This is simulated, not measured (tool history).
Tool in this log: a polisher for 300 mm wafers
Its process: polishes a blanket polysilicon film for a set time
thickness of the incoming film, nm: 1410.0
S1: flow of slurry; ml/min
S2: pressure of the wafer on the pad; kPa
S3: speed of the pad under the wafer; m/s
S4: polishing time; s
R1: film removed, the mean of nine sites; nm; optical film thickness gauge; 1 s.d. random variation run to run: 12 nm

{"run": 1, "hour": 0.0, "S1": 275, "S2": 22.1, "S3": 0.78, "S4": 93, "R1": 775.38}
{"run": 2, "hour": 2.3, "S1": 275, "S2": 24.1, "S3": 0.78, "S4": 93, "R1": 840.65}
{"run": 3, "hour": 5.0, "S1": 240, "S2": 24.1, "S3": 0.78, "S4": 93, "R1": 829.95}
{"run": 4, "hour": 8.2, "S1": 245, "S2": 25.5, "S3": 0.8, "S4": 93, "R1": 891.83}
{"run": 5, "hour": 15.9, "S1": 245, "S2": 25.5, "S3": 0.8, "S4": 97, "R1": 931.12}
{"run": 6, "hour": 21.7, "S1": 305, "S2": 25.5, "S3": 0.8, "S4": 97, "R1": 959.06}
{"run": 7, "hour": 28.2, "S1": 305, "S2": 26.9, "S3": 0.8, "S4": 97, "R1": 1010.4}
{"run": 8, "hour": 34.4, "S1": 305, "S2": 28.3, "S3": 0.8, "S4": 97, "R1": 1051.2}
{"run": 9, "hour": 38.2, "S1": 305, "S2": 29, "S3": 0.82, "S4": 97, "R1": 1093.6}
{"run": 10, "hour": 44.4, "S1": 305, "S2": 29.6, "S3": 0.84, "S4": 97, "R1": 1163.4}

Forecast run 11:
{"run": 11, "hour": 51.0, "S1": 305, "S2": 30.3, "S3": 0.84, "S4": 97, "R1": "?"}

R1: 1165.6 nm
